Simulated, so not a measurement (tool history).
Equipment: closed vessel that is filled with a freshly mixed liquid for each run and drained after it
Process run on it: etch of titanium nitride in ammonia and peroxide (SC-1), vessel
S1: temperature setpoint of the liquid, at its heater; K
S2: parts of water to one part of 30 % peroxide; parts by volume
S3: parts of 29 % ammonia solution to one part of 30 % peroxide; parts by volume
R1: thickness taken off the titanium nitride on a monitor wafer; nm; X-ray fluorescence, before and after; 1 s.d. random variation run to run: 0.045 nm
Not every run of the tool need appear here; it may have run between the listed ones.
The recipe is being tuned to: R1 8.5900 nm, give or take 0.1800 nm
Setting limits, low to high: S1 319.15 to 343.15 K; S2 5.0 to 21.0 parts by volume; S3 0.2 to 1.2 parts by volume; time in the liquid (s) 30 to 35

{"run": 1, "day": 0.0, "S1": 335.15, "S2": 11.5, "S3": 0.9, "time in the liquid (s)": 35, "R1": 4.7722}
{"run": 2, "day": 0.275, "S1": 337.65, "S2": 11.0, "S3": 0.9, "time in the liquid (s)": 35, "R1": 5.6759}
{"run": 3, "day": 0.417, "S1": 337.65, "S2": 8.5, "S3": 0.9, "time in the liquid (s)": 35, "R1": 6.3976}
{"run": 4, "day": 0.579, "S1": 339.15, "S2": 8.5, "S3": 0.9, "time in the liquid (s)": 35, "R1": 7.0928}
{"run": 5, "day": 0.7, "S1": 335.15, "S2": 8.5, "S3": 0.9, "time in the liquid (s)": 35, "R1": 5.5337}
{"run": 6, "day": 1.029, "S1": 335.15, "S2": 8.5, "S3": 0.9, "time in the liquid (s)": 35, "R1": 5.4886}
{"run": 7, "day": 1.262, "S1": 337.65, "S2": 8.5, "S3": 0.9, "time in the liquid (s)": 35, "R1": 6.3727}
{"run": 8, "day": 1.421, "S1": 339.15, "S2": 8.5, "S3": 0.9, "time in the liquid (s)": 35, "R1": 7.088}
{"run": 9, "day": 1.442, "S1": 340.15, "S2": 8.5, "S3": 0.9, "time in the liquid (s)": 35, "R1": 7.5089}
{"run": 10, "day": 1.812, "S1": 340.65, "S2": 8.5, "S3": 0.9, "time in the liquid (s)": 35, "R1": 7.7995}
{"run": 11, "day": 1.912, "S1": 341.15, "S2": 8.5, "S3": 0.9, "time in the liquid (s)": 35, "R1": 8.0585}
{"run": 12, "day": 2.092, "S1": 341.65, "S2": 8.5, "S3": 0.9, "time in the liquid (s)": 35, "R1": 8.3309}

Which of these 4 next moves meets every target?
{"run": "A", "day": 2.271, "S1": 341.65, "S2": 7.0, "S3": 0.8, "time in the liquid (s)": 35, "R1": "?"}
{"run": "B", "day": 2.271, "S1": 342.65, "S2": 9.5, "S3": 0.7, "time in the liquid (s)": 35, "R1": "?"}
{"run": "C", "day": 2.271, "S1": 343.15, "S2": 7.0, "S3": 0.9, "time in the liquid (s)": 30, "R1": "?"}
{"run": "D", "day": 2.271, "S1": 343.15, "S2": 10.5, "S3": 0.9, "time in the liquid (s)": 35, "R1": "?"}

move=A R1=8.9745
move=B R1=8.0457
move=C R1=8.5858
move=D R1=8.2094
A: pushes the last run's worst result past its target
B: lands further from the targets than the last run did
C: all results land within tolerance of their targets
D: lands further from the targets than the last run did
C is the move that brings every result within its allowed miss.

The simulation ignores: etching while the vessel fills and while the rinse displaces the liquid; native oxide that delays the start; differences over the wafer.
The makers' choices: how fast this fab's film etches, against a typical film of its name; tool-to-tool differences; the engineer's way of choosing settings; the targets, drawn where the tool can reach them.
